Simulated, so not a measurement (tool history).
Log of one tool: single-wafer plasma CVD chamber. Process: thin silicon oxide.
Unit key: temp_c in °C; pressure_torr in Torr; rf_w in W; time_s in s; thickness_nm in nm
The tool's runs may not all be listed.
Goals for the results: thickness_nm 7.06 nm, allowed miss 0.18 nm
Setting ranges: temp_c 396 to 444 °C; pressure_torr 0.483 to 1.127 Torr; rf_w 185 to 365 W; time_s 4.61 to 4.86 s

run 1 hour=0 | temp_c=420 pressure_torr=0.805 rf_w=275 time_s=4.86 | thickness_nm=8.6929
run 2 hour=6.6 | temp_c=420 pressure_torr=0.93 rf_w=275 time_s=4.86 | thickness_nm=9.7935
run 3 hour=12.7 | temp_c=420 pressure_torr=0.787 rf_w=275 time_s=4.86 | thickness_nm=8.5975
run 4 hour=21.2 | temp_c=420 pressure_torr=0.787 rf_w=295 time_s=4.86 | thickness_nm=8.772
run 5 hour=22.9 | temp_c=420 pressure_torr=0.744 rf_w=295 time_s=4.85 | thickness_nm=8.2941
run 6 hour=27.4 | temp_c=420 pressure_torr=0.714 rf_w=295 time_s=4.85 | thickness_nm=7.9888
run 7 hour=29.9 | temp_c=420 pressure_torr=0.693 rf_w=295 time_s=4.85 | thickness_nm=7.8396
run 8 hour=34.3 | temp_c=420 pressure_torr=0.675 rf_w=295 time_s=4.85 | thickness_nm=7.5746
run 9 hour=40.3 | temp_c=420 pressure_torr=0.664 rf_w=295 time_s=4.85 | thickness_nm=7.5069
run 10 hour=47.9 | temp_c=420 pressure_torr=0.654 rf_w=295 time_s=4.85 | thickness_nm=7.4268
run 11 hour=49.9 | temp_c=420 pressure_torr=0.646 rf_w=295 time_s=4.85 | thickness_nm=7.2673
run 12 hour=58.5 | temp_c=420 pressure_torr=0.642 rf_w=295 time_s=4.85 | thickness_nm=7.2601

5 next moves are on the table. One of them brings every result within its allowed miss. Which?
run A hour=67.1 | temp_c=411 pressure_torr=0.665 rf_w=260 time_s=4.66 | thickness_nm=?
run B hour=67.1 | temp_c=438 pressure_torr=0.847 rf_w=185 time_s=4.61 | thickness_nm=?
run C hour=67.1 | temp_c=417 pressure_torr=0.662 rf_w=300 time_s=4.72 | thickness_nm=?
run D hour=67.1 | temp_c=418 pressure_torr=0.66 rf_w=305 time_s=4.75 | thickness_nm=?
run E hour=67.1 | temp_c=423 pressure_torr=0.697 rf_w=285 time_s=4.86 | thickness_nm=?

move=A thickness_nm=6.9937
move=B thickness_nm=7.64
move=C thickness_nm=7.2925
move=D thickness_nm=7.3452
move=E thickness_nm=7.721
A: every result within its allowed miss
B: misses by more than the last run did
C: misses by more than the last run did
D: misses by more than the last run did
E: misses by more than the last run did
Correct choice: A, which meets every target
